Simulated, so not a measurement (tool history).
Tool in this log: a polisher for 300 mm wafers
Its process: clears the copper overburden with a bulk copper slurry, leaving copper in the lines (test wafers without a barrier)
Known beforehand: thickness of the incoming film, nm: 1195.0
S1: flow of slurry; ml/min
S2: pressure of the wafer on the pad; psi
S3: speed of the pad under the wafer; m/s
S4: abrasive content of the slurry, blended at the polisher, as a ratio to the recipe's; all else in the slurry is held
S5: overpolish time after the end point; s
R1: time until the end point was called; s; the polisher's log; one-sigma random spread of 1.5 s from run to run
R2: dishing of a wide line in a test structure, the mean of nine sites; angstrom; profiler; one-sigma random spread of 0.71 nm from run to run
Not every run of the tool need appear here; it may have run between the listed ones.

| run | day | S1 | S2 | S3 | S4 | S5 | R1 | R2 |
|---|---|---|---|---|---|---|---|---|
| 1 | 0.000 | 165 | 3.4 | 1.38 | 1.0 | 13 | 63.559 | 649.35 |
| 2 | 0.350 | 165 | 3.1 | 1.36 | 1.0 | 14 | 68.944 | 648.65 |
| 3 | 0.671 | 150 | 3.1 | 1.36 | 1.0 | 14 | 70.467 | 662.85 |
| 4 | 0.883 | 150 | 2.4 | 1.36 | 1.0 | 14 | 83.071 | 598.04 |
| 5 | 1.050 | 150 | 2.3 | 1.34 | 1.0 | 15 | 86.183 | 598.85 |
| 6 | 1.246 | 180 | 2.3 | 1.34 | 1.0 | 15 | 84.556 | 617.60 |
| 7 | 1.500 | 180 | 2.3 | 1.34 | 1.0 | 15 | 83.342 | 607.39 |
| 8 | 1.833 | 175 | 2.2 | 1.32 | 1.0 | 15 | 85.618 | 598.79 |

The next listed run, before its measurement:
| 9 | 2.083 | 170 | 2.1 | 1.30 | 1.0 | 15 | ? | ? |

Logged for run 9: R1 92.133 s, R2 577.99 angstrom.
